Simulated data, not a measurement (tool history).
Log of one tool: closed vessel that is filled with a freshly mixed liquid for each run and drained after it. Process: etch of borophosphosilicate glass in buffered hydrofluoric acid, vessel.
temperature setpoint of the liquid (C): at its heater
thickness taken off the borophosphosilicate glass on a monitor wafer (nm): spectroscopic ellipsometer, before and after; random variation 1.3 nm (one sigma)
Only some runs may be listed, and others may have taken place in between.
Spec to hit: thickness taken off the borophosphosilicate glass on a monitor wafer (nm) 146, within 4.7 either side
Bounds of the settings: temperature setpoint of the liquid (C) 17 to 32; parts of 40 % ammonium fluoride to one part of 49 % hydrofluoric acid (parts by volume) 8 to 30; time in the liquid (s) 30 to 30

| run | hour | temperature setpoint of the liquid (C) | parts of 40 % ammonium fluoride to one part of 49 % hydrofluoric acid (parts by volume) | time in the liquid (s) | thickness taken off the borophosphosilicate glass on a monitor wafer (nm) |
|---|---|---|---|---|---|
| 1 | 0 | 24 | 22.5 | 30 | 58.152 |
| 2 | 4 | 25 | 20.5 | 30 | 65.893 |
| 3 | 8.7 | 27.5 | 20.5 | 30 | 74.245 |
| 4 | 17.1 | 28 | 19 | 30 | 81.183 |
| 5 | 23.9 | 28 | 15 | 30 | 103.38 |
| 6 | 29 | 28 | 19 | 30 | 81.193 |
| 7 | 33.5 | 28.5 | 18 | 30 | 89.273 |
| 8 | 35.3 | 29 | 17 | 30 | 96.188 |
| 9 | 42.1 | 29.5 | 16.5 | 30 | 101.58 |
| 10 | 50.2 | 30 | 16 | 30 | 108.04 |
| 11 | 52.3 | 30.5 | 15.5 | 30 | 113.01 |
| 12 | 58.9 | 30.5 | 15 | 30 | 117.07 |
| 13 | 61 | 30.5 | 14.5 | 30 | 124.26 |
| 14 | 66.1 | 32 | 12 | 30 | 160.33 |

Below are 4 possible settings for the next run. Only one of them brings all results inside the allowed miss of their targets. Which is it?
| A | 71.2 | 30.5 | 11 | 30 | ? |
| B | 71.2 | 31.5 | 12 | 30 | ? |
| C | 71.2 | 31 | 12.5 | 30 | ? |
| D | 71.2 | 32 | 11.5 | 30 | ? |

| move | thickness taken off the borophosphosilicate glass on a monitor wafer (nm) |
|---|---|
| A | 158.63 |
| B | 153.39 |
| C | 143.62 |
| D | 164.09 |
A: moves toward the targets from the last run without getting all of them in spec
B: moves toward the targets from the last run without getting all of them in spec
C: every result lands within tolerance
D: the biggest miss grows against the last run
Answer: C

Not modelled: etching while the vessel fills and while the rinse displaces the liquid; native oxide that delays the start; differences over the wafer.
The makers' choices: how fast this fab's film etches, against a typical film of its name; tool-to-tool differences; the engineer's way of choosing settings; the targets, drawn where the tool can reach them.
